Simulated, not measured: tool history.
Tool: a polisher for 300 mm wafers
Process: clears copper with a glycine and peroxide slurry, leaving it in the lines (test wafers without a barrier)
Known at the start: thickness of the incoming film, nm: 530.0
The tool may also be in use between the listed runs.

run,hour,flow of slurry (ml/min),pressure of the wafer on the pad (kPa),speed of the pad under the wafer (cm/s),overpolish time after the end point (s),time until the end point was called (s),dishing of a wide line in a test structure (angstrom)
1,0,250,22.1,124,16,74.589,718.02
2,0.7,245,22.8,132,13,70.357,641.27
3,7,195,22.8,132,13,70.271,644.94
4,9.4,205,23.4,140,11,63.791,585.56
5,16.2,205,23.4,110,11,81.076,508.79
6,24.7,205,26.2,114,10,71.954,522.42
7,26.4,205,28.3,120,9,63.011,523.19
8,29.2,205,29.6,122,8,60.885,500.28
9,37.2,205,31,126,8,54.385,515.46

Forecast run 10:
10,41.6,205,31.7,126,8,?,?

time until the end point was called (s): 53.362
dishing of a wide line in a test structure (angstrom): 539.47
